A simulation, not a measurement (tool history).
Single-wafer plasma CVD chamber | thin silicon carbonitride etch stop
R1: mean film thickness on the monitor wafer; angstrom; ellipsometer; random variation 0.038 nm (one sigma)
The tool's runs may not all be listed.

{"run": 1, "hour": 0.0, "RF power (kW)": 0.16, "deposition time (s)": 22.1, "R1": 126.74}
{"run": 2, "hour": 2.0, "RF power (kW)": 0.165, "deposition time (s)": 22.6, "R1": 131.35}
{"run": 3, "hour": 10.0, "RF power (kW)": 0.145, "deposition time (s)": 22.6, "R1": 126.08}
{"run": 4, "hour": 14.2, "RF power (kW)": 0.135, "deposition time (s)": 22.6, "R1": 122.64}
{"run": 5, "hour": 17.9, "RF power (kW)": 0.14, "deposition time (s)": 23, "R1": 126.25}
{"run": 6, "hour": 24.1, "RF power (kW)": 0.145, "deposition time (s)": 23.4, "R1": 130.15}
{"run": 7, "hour": 29.2, "RF power (kW)": 0.15, "deposition time (s)": 23.7, "R1": 133.24}
{"run": 8, "hour": 32.8, "RF power (kW)": 0.15, "deposition time (s)": 23.7, "R1": 132.87}
{"run": 9, "hour": 36.2, "RF power (kW)": 0.155, "deposition time (s)": 24, "R1": 136.74}
{"run": 10, "hour": 42.4, "RF power (kW)": 0.16, "deposition time (s)": 24.2, "R1": 138.68}
{"run": 11, "hour": 45.1, "RF power (kW)": 0.165, "deposition time (s)": 24.4, "R1": 141.48}
{"run": 12, "hour": 46.6, "RF power (kW)": 0.17, "deposition time (s)": 24.6, "R1": 143.82}

Forecast run 13:
{"run": 13, "hour": 54.9, "RF power (kW)": 0.175, "deposition time (s)": 24.8, "R1": "?"}

R1: 146.02 angstrom
